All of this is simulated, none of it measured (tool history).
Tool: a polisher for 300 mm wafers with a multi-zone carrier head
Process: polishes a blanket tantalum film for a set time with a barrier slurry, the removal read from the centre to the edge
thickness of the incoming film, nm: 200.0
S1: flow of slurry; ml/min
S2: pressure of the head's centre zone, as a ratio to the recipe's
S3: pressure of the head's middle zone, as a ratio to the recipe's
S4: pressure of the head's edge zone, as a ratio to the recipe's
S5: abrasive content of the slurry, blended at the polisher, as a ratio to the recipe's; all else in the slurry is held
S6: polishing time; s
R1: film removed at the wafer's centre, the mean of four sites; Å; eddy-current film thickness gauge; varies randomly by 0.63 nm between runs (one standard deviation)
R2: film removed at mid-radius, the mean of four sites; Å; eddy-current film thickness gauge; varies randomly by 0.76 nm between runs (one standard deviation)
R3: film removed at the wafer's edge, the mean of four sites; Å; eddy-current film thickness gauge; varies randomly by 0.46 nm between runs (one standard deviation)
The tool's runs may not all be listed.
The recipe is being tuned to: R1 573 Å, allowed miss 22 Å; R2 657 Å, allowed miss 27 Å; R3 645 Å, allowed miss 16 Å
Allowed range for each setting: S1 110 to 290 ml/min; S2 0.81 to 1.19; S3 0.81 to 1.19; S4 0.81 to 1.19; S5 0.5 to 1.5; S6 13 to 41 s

run    day   S1    S2    S3    S4    S5  S6      R1      R2      R3
  1      0  185     1     1     1     1  27  832.58  858.76  863.91
  2  0.029  175  0.96  0.99  0.96  0.85  26  752.48  773.41  785.68
  3  0.367  165  0.91     1  0.94  0.75  25  664.73  731.07  728.07
  4  0.675  165  0.91  1.08  0.94  0.75  25  667.65  771.77  721.09
  5  0.921  165  0.91  1.08  1.01  0.75  25  669.58  765.99   740.3
  6  1.179  165  0.91  1.08  1.01  0.95  25  712.52  810.43  789.19
  7  1.271  160   0.9  1.06  0.98   0.8  25  663.72   771.5  753.74
  8  1.446  155   0.9  1.04  0.96   0.7  25  644.01  736.62  724.36
  9  1.779  155   0.9  1.04  0.96   0.7  25  642.23  739.97  729.84

Next run, 4 choices. One meets every target within its allowed miss, the rest don't. Which?
  A  2.112  170  0.92  1.07  1.04   0.8  21   ?   ?   ?
  B  2.112  170  0.83  1.19  0.82   0.7  22   ?   ?   ?
  C  2.112  135  0.87   1.1  1.01   0.5  25   ?   ?   ?
  D  2.112  135  0.93  0.98  0.99  0.75  22   ?   ?   ?

move      R1      R2      R3
   A  568.37  658.12  650.68
   B  525.14  739.08  606.62
   C  567.12  715.02  688.98
   D  569.91  609.37  643.66
A: every result lands within tolerance
B: takes the biggest miss from the last run beyond its target
C: nearer than the last run, and not there yet
D: gets the furthest-off result to its target, but another result is out of tolerance
A meets every target.
